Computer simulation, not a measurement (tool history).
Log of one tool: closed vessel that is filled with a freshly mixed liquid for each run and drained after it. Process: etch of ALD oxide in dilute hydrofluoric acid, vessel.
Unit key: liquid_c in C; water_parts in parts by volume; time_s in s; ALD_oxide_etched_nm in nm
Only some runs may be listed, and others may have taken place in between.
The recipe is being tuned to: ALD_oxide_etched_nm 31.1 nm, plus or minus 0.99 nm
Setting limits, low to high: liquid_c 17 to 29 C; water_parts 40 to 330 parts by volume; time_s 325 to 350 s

Run 1, hour 0: liquid_c 21 C, water_parts 185 parts by volume, time_s 325 s. Result: ALD_oxide_etched_nm 38.13 nm.
Run 2, hour 6.6: liquid_c 21 C, water_parts 185 parts by volume, time_s 325 s. Result: ALD_oxide_etched_nm 37.749 nm.
Run 3, hour 10.5: liquid_c 21 C, water_parts 185 parts by volume, time_s 325 s. Result: ALD_oxide_etched_nm 37.371 nm.
Run 4, hour 16.4: liquid_c 20 C, water_parts 185 parts by volume, time_s 325 s. Result: ALD_oxide_etched_nm 36.215 nm.
Run 5, hour 17.9: liquid_c 19 C, water_parts 185 parts by volume, time_s 325 s. Result: ALD_oxide_etched_nm 35.278 nm.
Run 6, hour 22: liquid_c 18.5 C, water_parts 190 parts by volume, time_s 325 s. Result: ALD_oxide_etched_nm 32.986 nm.
Run 7, hour 25.1: liquid_c 18 C, water_parts 190 parts by volume, time_s 325 s. Result: ALD_oxide_etched_nm 32.445 nm.
Run 8, hour 27.5: liquid_c 18 C, water_parts 190 parts by volume, time_s 325 s. Result: ALD_oxide_etched_nm 32.985 nm.

Which of these 4 next moves meets every target?
Run A, hour 29.9: liquid_c 17.5 C, water_parts 210 parts by volume, time_s 330 s. Result: ALD_oxide_etched_nm ?.
Run B, hour 29.9: liquid_c 17 C, water_parts 210 parts by volume, time_s 345 s. Result: ALD_oxide_etched_nm ?.
Run C, hour 29.9: liquid_c 18.5 C, water_parts 200 parts by volume, time_s 325 s. Result: ALD_oxide_etched_nm ?.
Run D, hour 29.9: liquid_c 19 C, water_parts 230 parts by volume, time_s 350 s. Result: ALD_oxide_etched_nm ?.

move  ALD_oxide_etched_nm
   A               28.939
   B               29.662
   C               31.418
   D               29.165
A: carries the result that was furthest off beyond its target, to the other side
B: carries the result that was furthest off beyond its target, to the other side
C: each result inside its tolerance
D: carries the result that was furthest off beyond its target, to the other side
Correct choice: C, which meets every target
